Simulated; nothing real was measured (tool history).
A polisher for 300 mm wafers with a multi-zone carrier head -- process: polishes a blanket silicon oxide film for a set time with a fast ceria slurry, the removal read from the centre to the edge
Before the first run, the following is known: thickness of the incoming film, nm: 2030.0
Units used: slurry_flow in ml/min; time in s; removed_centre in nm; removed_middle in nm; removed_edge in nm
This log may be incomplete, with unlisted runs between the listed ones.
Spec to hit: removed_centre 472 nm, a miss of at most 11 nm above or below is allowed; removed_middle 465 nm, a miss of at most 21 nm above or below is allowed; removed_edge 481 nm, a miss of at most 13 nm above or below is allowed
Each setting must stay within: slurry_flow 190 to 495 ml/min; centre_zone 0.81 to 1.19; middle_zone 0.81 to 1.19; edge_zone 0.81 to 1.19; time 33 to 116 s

run  hour  slurry_flow  centre_zone  middle_zone  edge_zone  time  removed_centre  removed_middle  removed_edge
  1     0          320            1            1          1    74          843.48          850.56        863.26
  2   1.4          250            1            1          1    74          821.28          842.72        844.13
  3   5.7          250            1            1       0.95    74          825.44          816.76        819.14
  4  11.1          250            1            1       0.88    74          834.39          823.36        793.24
  5  17.2          245         0.99         0.99       0.87    70           781.3          773.92        754.55
  6    24          245         0.98         0.98       0.87    66          727.04          707.22        702.73
  7    30          245         0.97         0.98       0.86    63          686.78          683.82        673.29
  8  31.6          245         0.96         0.97       0.86    60          654.75          645.79        634.62
  9  38.6          235         0.86         0.87       0.83    41          410.77          399.95         429.2
 10  39.4          325         0.94         0.96       0.93    40          436.53          429.78        446.41
 11  46.3          325         0.95         0.97       0.94    40          444.87           445.4        444.92
 12  48.3          325         0.95         0.97       0.95    40          443.32          439.65        455.47
 13  54.2          325         0.96         0.97       0.96    40          448.67          425.83        451.09
 14    56          325         0.96         0.98       0.97    40          444.92          444.21        452.69
 15  61.8          325         0.96         0.98       0.98    40          442.31          441.86        459.33
 16  69.6          325         0.97         0.98       0.98    40           450.2          449.47        455.07
 17  78.2          325         0.97         0.98       0.99    40          447.72          455.46        464.47
 18  81.6          325         0.98         0.98       0.99    40          451.75          438.69        462.28

Exercise: of the 5 proposed moves below, exactly one satisfies all targets within the stated allowed misses. Which move is it?
  A    85          415         1.05         1.03       0.85    40               ?               ?             ?
  B    85          250         0.86         0.86       1.08    44               ?               ?             ?
  C    85          350         0.98         0.99       0.98    42               ?               ?             ?
  D    85          340         0.86         1.08       1.02    43               ?               ?             ?
  E    85          250         0.94         0.91       1.11    40               ?               ?             ?

move  removed_centre  removed_middle  removed_edge
   A           481.7          468.43        436.04
   B          437.95          426.73        522.99
   C          474.13          470.28        484.94
   D          440.49          517.51        504.76
   E          424.87          406.36        481.75
A: puts the biggest miss on target and leaves a different result outside tolerance
B: misses by more than the last run did
C: each result inside its tolerance
D: misses by more than the last run did
E: misses by more than the last run did
C meets every target.
